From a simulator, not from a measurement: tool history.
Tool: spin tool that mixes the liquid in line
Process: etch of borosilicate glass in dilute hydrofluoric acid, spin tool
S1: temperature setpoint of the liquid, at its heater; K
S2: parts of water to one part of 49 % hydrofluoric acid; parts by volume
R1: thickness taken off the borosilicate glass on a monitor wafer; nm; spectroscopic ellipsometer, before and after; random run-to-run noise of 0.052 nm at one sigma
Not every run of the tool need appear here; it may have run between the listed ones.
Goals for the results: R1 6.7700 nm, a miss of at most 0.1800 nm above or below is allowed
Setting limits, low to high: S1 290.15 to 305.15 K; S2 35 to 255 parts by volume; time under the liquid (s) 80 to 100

run 1 hour=0.0 | S1=297.15 S2=145 time_under_the_liquid_(s)=100 | R1=12.8780
run 2 hour=3.1 | S1=297.15 S2=145 time_under_the_liquid_(s)=100 | R1=13.0010
run 3 hour=7.6 | S1=297.15 S2=105 time_under_the_liquid_(s)=100 | R1=18.5890
run 4 hour=10.9 | S1=297.15 S2=135 time_under_the_liquid_(s)=100 | R1=14.2220
run 5 hour=18.7 | S1=296.15 S2=145 time_under_the_liquid_(s)=100 | R1=12.3350
run 6 hour=27.0 | S1=296.15 S2=105 time_under_the_liquid_(s)=100 | R1=17.8990
run 7 hour=32.4 | S1=295.15 S2=120 time_under_the_liquid_(s)=100 | R1=14.7840
run 8 hour=34.2 | S1=294.15 S2=130 time_under_the_liquid_(s)=100 | R1=12.9880
run 9 hour=37.8 | S1=293.65 S2=140 time_under_the_liquid_(s)=100 | R1=11.5810

4 next moves are on the table. One of them brings every result within its allowed miss. Which?
run A hour=41.4 | S1=293.15 S2=90 time_under_the_liquid_(s)=100 | R1=?
run B hour=41.4 | S1=297.65 S2=100 time_under_the_liquid_(s)=100 | R1=?
run C hour=41.4 | S1=296.15 S2=70 time_under_the_liquid_(s)=100 | R1=?
run D hour=41.4 | S1=292.15 S2=175 time_under_the_liquid_(s)=80 | R1=?

move=A R1=18.6000
move=B R1=19.8400
move=C R1=27.7060
move=D R1=6.7188
A: its largest miss is bigger than the last run's
B: its largest miss is bigger than the last run's
C: its largest miss is bigger than the last run's
D: all results in spec
So the answer is move D, the one that meets all the targets.
